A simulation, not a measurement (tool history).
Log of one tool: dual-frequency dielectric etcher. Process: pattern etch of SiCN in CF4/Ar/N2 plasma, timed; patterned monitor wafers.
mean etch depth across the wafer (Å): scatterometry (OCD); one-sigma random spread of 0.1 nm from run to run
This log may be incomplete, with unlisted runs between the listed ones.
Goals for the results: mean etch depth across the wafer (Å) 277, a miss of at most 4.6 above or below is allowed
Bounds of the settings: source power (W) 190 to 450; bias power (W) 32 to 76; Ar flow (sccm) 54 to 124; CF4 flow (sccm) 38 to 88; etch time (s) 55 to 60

run  hour  source power (W)  bias power (W)  Ar flow (sccm)  CF4 flow (sccm)  etch time (s)  mean etch depth across the wafer (Å)
  1     0               320              54              89               63             60                                373.81
  2   2.9               320              54              89               53             60                                369.39
  3   7.2               320              64              89               53             60                                384.05
  4   9.1               300              64              89               53             60                                359.72
  5  16.3               280              64              89               53             60                                334.99
     16.9  -- source power generator calibrated
  6  16.9               270              64              89               53             60                                310.81
  7  19.6               260              64              89               53             60                                299.59
  8  22.7               230              64              89               53             60                                262.82

Next run, 4 choices. One meets every target within its allowed miss, the rest don't. Which?
  A  25.8               230              58              83               49           58.5                                     ?
  B  25.8               230              70              80               61           55.5                                     ?
  C  25.8               250              64              79               45             58                                     ?
  D  25.8               260              48              89               46             55                                     ?

move  mean etch depth across the wafer (Å)
   A                                249.79
   B                                256.17
   C                                277.96
   D                                248.93
A: misses by more than the last run did
B: misses by more than the last run did
C: every result lands within tolerance
D: misses by more than the last run did
Answer: C

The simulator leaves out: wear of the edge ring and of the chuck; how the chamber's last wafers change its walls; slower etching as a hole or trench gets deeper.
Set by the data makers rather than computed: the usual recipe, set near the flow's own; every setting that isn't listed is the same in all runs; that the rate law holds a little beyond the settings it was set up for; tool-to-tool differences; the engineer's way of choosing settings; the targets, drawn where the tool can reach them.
